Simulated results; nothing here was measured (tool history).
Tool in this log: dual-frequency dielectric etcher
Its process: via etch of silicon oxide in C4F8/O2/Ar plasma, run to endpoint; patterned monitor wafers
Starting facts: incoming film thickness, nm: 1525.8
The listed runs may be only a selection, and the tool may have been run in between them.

run,hour,source power (kW),bias power (kW),endpoint time (s)
1,0.0,2.350,2.366,259.65
2,5.6,2.680,2.366,248.93
3,6.2,3.000,2.366,242.03
4,10.0,3.070,2.397,239.33
5,12.5,3.120,2.418,237.03
6,20.2,2.720,2.418,247.85

Predict the results of run 7:
7,22.0,2.840,2.454,?

{"run 7": {"endpoint time (s)": 241.56}}

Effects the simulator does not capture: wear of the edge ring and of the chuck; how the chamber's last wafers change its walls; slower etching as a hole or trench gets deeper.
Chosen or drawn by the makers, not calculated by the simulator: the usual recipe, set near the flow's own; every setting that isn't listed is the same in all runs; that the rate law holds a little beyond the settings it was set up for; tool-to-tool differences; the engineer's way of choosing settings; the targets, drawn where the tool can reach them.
